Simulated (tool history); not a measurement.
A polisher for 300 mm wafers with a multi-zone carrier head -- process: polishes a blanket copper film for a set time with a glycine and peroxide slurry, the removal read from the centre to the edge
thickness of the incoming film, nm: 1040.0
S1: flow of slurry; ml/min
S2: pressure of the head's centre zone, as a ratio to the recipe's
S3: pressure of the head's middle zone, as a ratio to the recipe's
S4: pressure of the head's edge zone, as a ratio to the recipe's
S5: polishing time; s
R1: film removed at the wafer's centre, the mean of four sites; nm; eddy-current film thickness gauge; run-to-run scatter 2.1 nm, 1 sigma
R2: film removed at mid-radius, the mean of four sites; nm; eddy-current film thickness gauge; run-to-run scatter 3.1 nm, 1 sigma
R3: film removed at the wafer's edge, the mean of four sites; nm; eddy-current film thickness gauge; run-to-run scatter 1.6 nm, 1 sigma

| run | hour | S1 | S2 | S3 | S4 | S5 | R1 | R2 | R3 |
|---|---|---|---|---|---|---|---|---|---|
| 1 | 0 | 240 | 1 | 1 | 1 | 66 | 327.62 | 333.62 | 321.26 |
| 2 | 7.5 | 240 | 0.96 | 1 | 1 | 66 | 313.04 | 322.61 | 319.45 |
| 3 | 13.2 | 240 | 0.96 | 1 | 1 | 77 | 367.06 | 380.94 | 370.17 |
| 4 | 20.5 | 190 | 0.96 | 1 | 1 | 77 | 357.02 | 379.13 | 366.09 |
| 5 | 23.3 | 190 | 0.96 | 1 | 1 | 92 | 426.56 | 445.08 | 434.59 |
| 6 | 31 | 190 | 0.96 | 0.98 | 0.98 | 84 | 382.44 | 394.53 | 387.46 |
| 7 | 34.1 | 190 | 0.96 | 0.96 | 0.96 | 79 | 362.24 | 367.44 | 369.44 |
| 8 | 35.9 | 195 | 0.97 | 0.96 | 0.95 | 73 | 341.32 | 339.64 | 335.89 |
| 9 | 44.3 | 195 | 0.96 | 0.95 | 0.93 | 69 | 320.35 | 321.22 | 312.32 |
| 10 | 46.5 | 195 | 0.95 | 0.93 | 0.91 | 66 | 300.92 | 305.85 | 301.22 |
| 11 | 54.8 | 195 | 0.95 | 0.92 | 0.9 | 63 | 284.15 | 291.74 | 281.63 |
| 12 | 57.1 | 195 | 0.95 | 0.92 | 0.9 | 63 | 284.36 | 284.34 | 282.28 |
| 13 | 58 | 195 | 0.95 | 0.91 | 0.89 | 61 | 281.49 | 280.39 | 270.5 |
| 14 | 66.9 | 195 | 0.94 | 0.9 | 0.88 | 60 | 269.04 | 276.6 | 268.64 |
| 15 | 71 | 190 | 0.94 | 0.89 | 0.87 | 59 | 262.47 | 261.08 | 260.15 |
| 16 | 79.5 | 190 | 0.94 | 0.88 | 0.86 | 58 | 259.67 | 250.34 | 256.32 |

What will run 17 give?
| 17 | 82.4 | 185 | 0.94 | 0.88 | 0.85 | 57 | ? | ? | ? |

Run 17 gave R1 253.59 nm, R2 247.03 nm, R3 248.9 nm.
